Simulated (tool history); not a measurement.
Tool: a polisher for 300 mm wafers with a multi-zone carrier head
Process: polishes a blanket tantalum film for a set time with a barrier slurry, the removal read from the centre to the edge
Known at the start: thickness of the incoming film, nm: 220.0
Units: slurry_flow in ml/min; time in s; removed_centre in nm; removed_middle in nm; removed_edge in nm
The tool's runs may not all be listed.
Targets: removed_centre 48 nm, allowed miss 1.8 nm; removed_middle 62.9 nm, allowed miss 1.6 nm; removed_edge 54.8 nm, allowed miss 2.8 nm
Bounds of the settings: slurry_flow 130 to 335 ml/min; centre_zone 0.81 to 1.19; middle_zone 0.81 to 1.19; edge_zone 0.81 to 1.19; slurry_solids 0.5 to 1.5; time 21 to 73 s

run,day,slurry_flow,centre_zone,middle_zone,edge_zone,slurry_solids,time,removed_centre,removed_middle,removed_edge
1,0,215,1,1,1,1,47,90.988,91.471,91.264
2,0.05,215,1,1.06,1,1,47,90.086,97.383,92.281
3,0.342,210,0.98,1.06,0.98,0.95,45,82.569,91.154,85.225
4,0.379,205,0.96,1.06,0.96,0.9,44,78.067,85.656,79.594
5,0.621,200,0.94,1.07,0.96,0.85,43,71.691,81.944,74.803
6,0.942,195,0.92,1.07,0.96,0.8,43,67.864,79.583,76.15
7,1.125,195,0.91,1.08,0.94,0.75,42,65.22,76.451,68.89
8,1.433,190,0.9,1.08,0.93,0.7,42,61.301,72.568,67.145
9,1.458,185,0.89,1.09,0.92,0.7,42,58.785,73.103,64.294
10,1.696,140,0.81,1,0.83,0.5,41,38.464,48.1,45.061
11,1.788,160,0.81,1.01,0.84,0.5,41,39.469,50.24,45.936
12,2.108,175,0.81,1.02,0.85,0.5,41,40.473,51.361,46.179
# day 2.467: slurry nozzle cleaned
13,2.467,170,0.82,1.04,0.86,0.5,41,41.147,52.677,47.891
14,2.729,180,0.83,1.05,0.87,0.5,41,42.222,53.602,49.115
15,2.758,180,0.84,1.07,0.87,0.5,41,42.54,54.298,48.601
16,2.838,180,0.85,1.09,0.88,0.5,41,42.681,55.378,47.846
17,3.192,190,0.85,1.09,0.89,0.5,41,43.325,55.032,48.421
18,3.546,250,0.86,1.19,0.99,0.65,41,56.102,76.465,63.79

Which of these 5 next moves meets every target?
A,3.9,210,0.89,1.11,1,0.7,33,?,?,?
B,3.9,230,0.84,1.05,1.1,0.6,38,?,?,?
C,3.9,230,0.81,1.04,1.01,0.55,43,?,?,?
D,3.9,335,0.87,1.15,1,0.7,32,?,?,?
E,3.9,280,0.84,1.05,1.12,0.5,44,?,?,?

move,removed_centre,removed_middle,removed_edge
A,48.127,60.535,55.215
B,47.518,60.389,60.446
C,48.245,63.113,61.041
D,47.835,63.146,55.254
E,47.701,60.492,60.831
A: takes the result that was furthest off past its target
B: takes the result that was furthest off past its target
C: brings the result that was furthest off to its target, and leaves another outside
D: meets every target
E: takes the result that was furthest off past its target
The right move is D.
